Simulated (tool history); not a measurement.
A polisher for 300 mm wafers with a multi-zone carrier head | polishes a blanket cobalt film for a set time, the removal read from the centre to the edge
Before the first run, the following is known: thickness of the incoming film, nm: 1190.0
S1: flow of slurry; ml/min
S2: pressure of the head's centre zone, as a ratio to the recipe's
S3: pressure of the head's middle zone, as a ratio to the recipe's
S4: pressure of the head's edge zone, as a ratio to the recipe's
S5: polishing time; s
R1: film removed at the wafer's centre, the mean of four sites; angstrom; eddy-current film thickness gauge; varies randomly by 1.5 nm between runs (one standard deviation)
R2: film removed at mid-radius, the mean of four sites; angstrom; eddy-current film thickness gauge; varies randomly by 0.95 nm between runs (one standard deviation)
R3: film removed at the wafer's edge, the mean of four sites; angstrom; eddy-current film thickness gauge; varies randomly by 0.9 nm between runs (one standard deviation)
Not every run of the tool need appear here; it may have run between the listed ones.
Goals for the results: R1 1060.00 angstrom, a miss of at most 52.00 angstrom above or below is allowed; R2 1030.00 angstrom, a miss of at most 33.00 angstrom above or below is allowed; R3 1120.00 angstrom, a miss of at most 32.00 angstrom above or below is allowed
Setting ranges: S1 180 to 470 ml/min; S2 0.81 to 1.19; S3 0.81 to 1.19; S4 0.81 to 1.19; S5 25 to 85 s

| run | hour | S1 | S2 | S3 | S4 | S5 | R1 | R2 | R3 |
|---|---|---|---|---|---|---|---|---|---|
| 1 | 0.0 | 300 | 1.00 | 1.00 | 1.00 | 55 | 1680.10 | 1683.20 | 1667.90 |
| 2 | 5.1 | 295 | 0.98 | 0.97 | 0.98 | 51 | 1510.20 | 1500.80 | 1533.00 |
| 3 | 13.5 | 290 | 0.97 | 0.95 | 0.96 | 48 | 1354.70 | 1396.60 | 1419.30 |
| 4 | 15.8 | 290 | 1.05 | 0.95 | 0.96 | 48 | 1526.20 | 1380.30 | 1430.40 |
| 5 | 24.6 | 290 | 1.05 | 0.95 | 0.93 | 48 | 1554.20 | 1379.80 | 1411.00 |
| 6 | 27.8 | 325 | 1.05 | 0.95 | 0.93 | 48 | 1579.80 | 1405.00 | 1418.90 |
| 7 | 28.5 | 315 | 1.03 | 0.93 | 0.92 | 46 | 1437.10 | 1328.30 | 1339.60 |
|  | 31.8 | slurry nozzle cleaned |
| 8 | 31.8 | 300 | 1.02 | 0.91 | 0.91 | 45 | 1484.80 | 1326.00 | 1373.10 |
| 9 | 37.0 | 290 | 1.02 | 0.92 | 0.94 | 43 | 1386.30 | 1274.10 | 1317.70 |
| 10 | 41.1 | 285 | 1.00 | 0.90 | 0.94 | 41 | 1263.40 | 1187.40 | 1255.70 |
| 11 | 43.2 | 285 | 0.99 | 0.89 | 0.94 | 40 | 1266.10 | 1146.50 | 1225.10 |
| 12 | 46.3 | 285 | 0.97 | 0.88 | 0.94 | 39 | 1204.60 | 1096.10 | 1196.30 |
| 13 | 52.9 | 285 | 0.96 | 0.88 | 0.93 | 39 | 1180.00 | 1103.40 | 1181.20 |
| 14 | 61.6 | 285 | 0.95 | 0.87 | 0.93 | 39 | 1153.20 | 1081.70 | 1188.00 |
| 15 | 70.2 | 285 | 0.94 | 0.87 | 0.92 | 39 | 1168.90 | 1097.70 | 1177.90 |
| 16 | 71.6 | 285 | 0.94 | 0.87 | 0.92 | 39 | 1125.50 | 1099.70 | 1187.40 |
| 17 | 75.6 | 285 | 0.94 | 0.87 | 0.92 | 39 | 1148.00 | 1101.20 | 1200.80 |
| 18 | 76.3 | 265 | 0.89 | 0.83 | 0.84 | 37 | 1015.00 | 976.17 | 1068.80 |

4 candidate next runs follow, results not yet known. Just one meets every target within its allowed miss. Identify it.
| A | 77.0 | 325 | 0.88 | 0.83 | 0.86 | 38 | ? | ? | ? |
| B | 77.0 | 280 | 0.85 | 0.81 | 0.92 | 39 | ? | ? | ? |
| C | 77.0 | 285 | 0.91 | 0.85 | 0.81 | 34 | ? | ? | ? |
| D | 77.0 | 275 | 0.93 | 0.89 | 0.81 | 36 | ? | ? | ? |

| move | R1 | R2 | R3 |
|---|---|---|---|
| A | 1062.90 | 1049.60 | 1134.10 |
| B | 1035.80 | 1040.30 | 1180.30 |
| C | 969.64 | 945.00 | 982.85 |
| D | 1045.20 | 1035.10 | 1037.00 |
A: every result within its allowed miss
B: gets the furthest-off result to its target, but another result is out of tolerance
C: further off than the last run
D: gets the furthest-off result to its target, but another result is out of tolerance
Move A is the one to make.
